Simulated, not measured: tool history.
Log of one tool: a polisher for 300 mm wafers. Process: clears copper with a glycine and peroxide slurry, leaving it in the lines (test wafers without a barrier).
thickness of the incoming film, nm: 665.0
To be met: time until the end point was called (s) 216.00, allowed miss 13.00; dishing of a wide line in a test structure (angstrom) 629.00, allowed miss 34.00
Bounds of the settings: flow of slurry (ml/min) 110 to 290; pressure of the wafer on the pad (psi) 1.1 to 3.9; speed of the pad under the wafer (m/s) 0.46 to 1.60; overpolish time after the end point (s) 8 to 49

run  hour  flow of slurry (ml/min)  pressure of the wafer on the pad (psi)  speed of the pad under the wafer (m/s)  overpolish time after the end point (s)  time until the end point was called (s)  dishing of a wide line in a test structure (angstrom)
  1   0.0                      185                                     2.5                                    1.02                                       25                                   137.32                                                 577.85
  2   3.2                      185                                     2.3                                    1.00                                       28                                   145.85                                                 594.56
  3  10.4                      185                                     2.3                                    1.00                                       23                                   148.50                                                 544.93
  4  14.4                      185                                     2.1                                    0.98                                       26                                   159.49                                                 559.38
  5  16.7                      185                                     1.9                                    0.96                                       28                                   171.37                                                 555.05
  6  24.7                      185                                     1.8                                    0.94                                       30                                   182.52                                                 542.10
  7  33.0                      185                                     1.7                                    0.94                                       33                                   195.87                                                 571.70
     33.6  -- worn pad replaced by a new one
  8  33.6                      185                                     1.7                                    0.94                                       34                                   177.79                                                 612.25

4 next moves are on the table. One of them brings every result within its allowed miss. Which?
  A  34.2                      230                                     2.3                                    0.98                                       26                                        ?                                                      ?
  B  34.2                      165                                     2.0                                    0.96                                       33                                        ?                                                      ?
  C  34.2                      200                                     2.2                                    1.02                                       27                                        ?                                                      ?
  D  34.2                      155                                     1.6                                    0.78                                       42                                        ?                                                      ?

move  time until the end point was called (s)  dishing of a wide line in a test structure (angstrom)
   A                                   135.34                                                 599.03
   B                                   159.47                                                 621.97
   C                                   139.13                                                 600.19
   D                                   209.97                                                 618.44
A: further off than the last run
B: further off than the last run
C: further off than the last run
D: meets every target
Answer: D
